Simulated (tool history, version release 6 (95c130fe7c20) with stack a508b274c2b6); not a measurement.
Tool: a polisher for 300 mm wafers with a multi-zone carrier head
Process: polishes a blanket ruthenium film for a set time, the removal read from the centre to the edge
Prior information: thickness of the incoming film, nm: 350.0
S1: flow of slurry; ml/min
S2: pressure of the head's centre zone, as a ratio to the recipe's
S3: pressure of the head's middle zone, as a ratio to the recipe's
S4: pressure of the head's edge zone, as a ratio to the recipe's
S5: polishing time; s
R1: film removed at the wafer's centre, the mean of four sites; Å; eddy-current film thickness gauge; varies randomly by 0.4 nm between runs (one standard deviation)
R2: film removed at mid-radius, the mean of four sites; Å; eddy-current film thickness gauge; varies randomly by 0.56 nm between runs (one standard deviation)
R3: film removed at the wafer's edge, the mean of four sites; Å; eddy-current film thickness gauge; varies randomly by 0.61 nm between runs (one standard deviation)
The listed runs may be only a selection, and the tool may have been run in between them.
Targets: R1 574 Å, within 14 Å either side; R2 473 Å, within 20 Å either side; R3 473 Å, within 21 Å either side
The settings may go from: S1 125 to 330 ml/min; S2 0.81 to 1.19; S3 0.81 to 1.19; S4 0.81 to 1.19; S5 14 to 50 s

run	hour	S1	S2	S3	S4	S5	R1	R2	R3
1	0	210	1	1	1	32	464.04	462.96	441.46
2	7.2	225	1.04	0.99	1.01	32	491.73	469.67	446.02
3	15.9	225	1.04	0.99	1.01	28	420.29	405.65	390.8
4	17.1	265	1.04	0.99	1.01	28	436.69	414.47	400.23
5	18.4	275	1.08	0.99	1.04	29	471.54	423.9	426.15
6	25.2	275	1.08	0.99	0.96	29	474.2	423.46	406.23
7	29.5	280	1.11	1	0.98	30	506.81	434.87	425.6
8	37.6	285	1.13	1.02	1	30	521.37	454.33	432.47

Exercise: of the 4 proposed moves below, exactly one satisfies all targets within the stated allowed misses. Which move is it?
A	45.7	330	1.13	0.94	0.97	33	?	?	?
B	45.7	320	0.99	1.03	1.04	30	?	?	?
C	45.7	285	1.03	0.93	1.1	31	?	?	?
D	45.7	295	1.17	1.02	0.88	31	?	?	?

move	R1	R2	R3
A	570.16	487.04	472.42
B	452.55	477.15	442.71
C	480.16	447.12	466.95
D	548.44	484.76	420.23
A: each result inside its tolerance
B: misses by more than the last run did
C: misses by more than the last run did
D: gains on the last run, yet a result remains outside its allowed miss
Go with A: it meets all targets.

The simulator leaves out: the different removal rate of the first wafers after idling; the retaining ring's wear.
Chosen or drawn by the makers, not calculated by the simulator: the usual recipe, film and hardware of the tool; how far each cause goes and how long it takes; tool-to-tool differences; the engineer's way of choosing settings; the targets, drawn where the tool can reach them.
